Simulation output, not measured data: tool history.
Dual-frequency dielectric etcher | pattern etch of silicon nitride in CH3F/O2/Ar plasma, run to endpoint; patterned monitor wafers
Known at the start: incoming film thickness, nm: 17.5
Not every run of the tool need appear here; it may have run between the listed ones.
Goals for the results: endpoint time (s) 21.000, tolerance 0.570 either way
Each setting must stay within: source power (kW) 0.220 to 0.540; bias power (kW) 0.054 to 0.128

Run 1, hour 0.0: source power (kW) 0.380, bias power (kW) 0.091. Result: endpoint time (s) 24.458.
Run 2, hour 7.8: source power (kW) 0.380, bias power (kW) 0.078. Result: endpoint time (s) 25.431.
Run 3, hour 10.6: source power (kW) 0.380, bias power (kW) 0.089. Result: endpoint time (s) 24.334.
Run 4, hour 18.5: source power (kW) 0.400, bias power (kW) 0.091. Result: endpoint time (s) 23.444.
Run 5, hour 27.1: source power (kW) 0.410, bias power (kW) 0.092. Result: endpoint time (s) 23.020.
Run 6, hour 30.6: source power (kW) 0.420, bias power (kW) 0.092. Result: endpoint time (s) 23.040.
Run 7, hour 33.9: source power (kW) 0.500, bias power (kW) 0.101. Result: endpoint time (s) 20.084.
Run 8, hour 42.4: source power (kW) 0.490, bias power (kW) 0.101. Result: endpoint time (s) 20.367.

Of the 5 settings listed for the next run, only one would bring every result within its allowed miss of target. Which one?
Run A, hour 50.9: source power (kW) 0.510, bias power (kW) 0.089. Result: endpoint time (s) ?.
Run B, hour 50.9: source power (kW) 0.390, bias power (kW) 0.102. Result: endpoint time (s) ?.
Run C, hour 50.9: source power (kW) 0.440, bias power (kW) 0.088. Result: endpoint time (s) ?.
Run D, hour 50.9: source power (kW) 0.450, bias power (kW) 0.094. Result: endpoint time (s) ?.
Run E, hour 50.9: source power (kW) 0.420, bias power (kW) 0.100. Result: endpoint time (s) ?.

move  endpoint time (s)
   A             20.989
   B             22.796
   C             22.693
   D             21.868
   E             22.106
A: each result inside its tolerance
B: the result that was furthest off in the last run now lies on the other side of its target
C: the result that was furthest off in the last run now lies on the other side of its target
D: the result that was furthest off in the last run now lies on the other side of its target
E: the result that was furthest off in the last run now lies on the other side of its target
Go with A: it meets all targets.
